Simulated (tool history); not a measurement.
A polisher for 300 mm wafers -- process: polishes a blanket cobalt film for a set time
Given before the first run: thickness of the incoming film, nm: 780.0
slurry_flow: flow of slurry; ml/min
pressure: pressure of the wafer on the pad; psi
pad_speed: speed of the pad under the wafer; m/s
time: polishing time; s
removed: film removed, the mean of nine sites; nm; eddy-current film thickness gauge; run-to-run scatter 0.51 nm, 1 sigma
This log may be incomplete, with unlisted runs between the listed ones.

run,hour,slurry_flow,pressure,pad_speed,time,removed
1,0,280,1.4,0.9,33,97.85
2,8,275,1.3,0.9,33,88.929
3,13.4,275,1,0.9,33,69.621
4,14.1,280,1,0.9,33,70.25
5,16.8,280,1.2,0.9,33,82.707
6,22.5,245,1.2,0.9,33,81.65
7,29.1,235,1,0.9,33,67.935
8,37.9,250,1,0.9,33,69.271
9,38.8,305,1,0.9,33,70.664
10,42.3,310,1,0.9,33,71.44
11,47.9,315,1,0.9,33,70.311
12,50.9,315,1.1,0.9,33,77.756
13,56.1,315,1.1,0.9,33,78.432

Run 14 comes next. What will it give?
14,57.4,300,1.1,0.9,33,?

Run 14 yielded removed 78.075 nm.
